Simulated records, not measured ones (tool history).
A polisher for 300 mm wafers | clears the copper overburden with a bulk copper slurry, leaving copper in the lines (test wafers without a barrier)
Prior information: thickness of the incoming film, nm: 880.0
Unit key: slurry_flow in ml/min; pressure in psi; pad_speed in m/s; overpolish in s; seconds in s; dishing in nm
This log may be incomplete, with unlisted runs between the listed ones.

{"run": 1, "hour": 0.0, "slurry_flow": 200, "pressure": 3.2, "pad_speed": 1.08, "slurry_solids": 1.0, "overpolish": 19, "seconds": 70.853, "dishing": 100.4}
{"run": 2, "hour": 2.9, "slurry_flow": 200, "pressure": 3.2, "pad_speed": 1.26, "slurry_solids": 1.0, "overpolish": 19, "seconds": 65.016, "dishing": 104.8}
{"run": 3, "hour": 12.0, "slurry_flow": 200, "pressure": 2.8, "pad_speed": 1.24, "slurry_solids": 1.0, "overpolish": 21, "seconds": 75.187, "dishing": 99.722}
{"run": 4, "hour": 14.8, "slurry_flow": 200, "pressure": 2.8, "pad_speed": 1.24, "slurry_solids": 0.9, "overpolish": 21, "seconds": 76.762, "dishing": 99.876}
{"run": 5, "hour": 17.3, "slurry_flow": 165, "pressure": 2.8, "pad_speed": 1.24, "slurry_solids": 0.9, "overpolish": 21, "seconds": 79.193, "dishing": 95.777}
{"run": 6, "hour": 22.2, "slurry_flow": 165, "pressure": 2.8, "pad_speed": 1.44, "slurry_solids": 0.9, "overpolish": 21, "seconds": 68.913, "dishing": 99.124}
{"run": 7, "hour": 30.4, "slurry_flow": 165, "pressure": 2.5, "pad_speed": 1.4, "slurry_solids": 0.9, "overpolish": 23, "seconds": 80.657, "dishing": 99.793}

Run 8 comes next. What will it give?
{"run": 8, "hour": 36.2, "slurry_flow": 165, "pressure": 1.6, "pad_speed": 1.36, "slurry_solids": 0.9, "overpolish": 24, "seconds": "?", "dishing": "?"}

{"run 8": {"seconds": 125.53, "dishing": 74.363}}
